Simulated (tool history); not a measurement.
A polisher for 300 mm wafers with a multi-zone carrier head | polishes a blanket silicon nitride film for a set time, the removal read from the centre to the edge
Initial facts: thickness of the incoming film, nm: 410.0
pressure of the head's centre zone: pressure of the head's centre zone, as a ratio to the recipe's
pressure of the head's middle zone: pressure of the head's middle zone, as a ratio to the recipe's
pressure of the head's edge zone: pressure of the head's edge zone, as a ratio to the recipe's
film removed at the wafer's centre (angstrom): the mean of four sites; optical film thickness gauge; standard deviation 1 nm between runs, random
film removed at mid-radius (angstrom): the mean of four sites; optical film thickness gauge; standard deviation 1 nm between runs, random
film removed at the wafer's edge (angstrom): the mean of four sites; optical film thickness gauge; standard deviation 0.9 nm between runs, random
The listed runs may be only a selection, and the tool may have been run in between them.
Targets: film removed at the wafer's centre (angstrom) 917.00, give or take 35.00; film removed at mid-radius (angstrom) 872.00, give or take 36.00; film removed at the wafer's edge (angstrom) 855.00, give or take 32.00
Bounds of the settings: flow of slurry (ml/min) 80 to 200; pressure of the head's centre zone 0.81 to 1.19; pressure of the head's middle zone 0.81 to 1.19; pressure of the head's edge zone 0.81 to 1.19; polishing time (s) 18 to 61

run	hour	flow of slurry (ml/min)	pressure of the head's centre zone	pressure of the head's middle zone	pressure of the head's edge zone	polishing time (s)	film removed at the wafer's centre (angstrom)	film removed at mid-radius (angstrom)	film removed at the wafer's edge (angstrom)
1	0.0	130	1.00	1.00	1.00	39	589.70	580.36	591.37
2	7.9	130	1.00	1.00	1.00	47	709.81	709.61	719.95
3	13.7	130	1.00	0.92	1.00	47	721.92	659.12	707.34
4	22.3	135	1.01	0.94	1.01	47	730.46	672.26	716.13
5	28.2	135	1.01	0.87	1.01	47	719.91	648.58	721.24
6	33.3	140	1.02	0.90	1.02	48	766.39	663.56	744.64
7	40.7	170	0.94	1.00	0.92	56	855.85	878.38	850.47
8	44.7	170	0.95	1.00	0.92	56	860.24	897.94	872.99
9	50.4	170	0.96	0.99	0.91	56	873.62	870.17	843.97
# hour 59.2: worn pad replaced by a new one
10	59.2	175	0.98	0.98	0.92	56	953.61	933.63	921.06
11	66.8	155	0.99	0.96	0.86	56	933.40	896.12	881.10

4 candidate next runs follow, results not yet known. Just one meets every target within its allowed miss. Identify it.
A	74.4	160	1.01	0.98	0.87	53	?	?	?
B	74.4	155	0.95	0.86	0.88	59	?	?	?
C	74.4	180	0.99	1.09	0.81	52	?	?	?
D	74.4	110	0.94	0.94	0.89	61	?	?	?

move	film removed at the wafer's centre (angstrom)	film removed at mid-radius (angstrom)	film removed at the wafer's edge (angstrom)
A	912.23	869.51	853.27
B	948.13	865.04	950.84
C	896.67	950.68	830.33
D	898.61	898.74	939.07
A: meets every target
B: its largest miss is bigger than the last run's
C: corrects the largest miss of the last run, while another result sits out of spec
D: its largest miss is bigger than the last run's
Move A is the one to make.

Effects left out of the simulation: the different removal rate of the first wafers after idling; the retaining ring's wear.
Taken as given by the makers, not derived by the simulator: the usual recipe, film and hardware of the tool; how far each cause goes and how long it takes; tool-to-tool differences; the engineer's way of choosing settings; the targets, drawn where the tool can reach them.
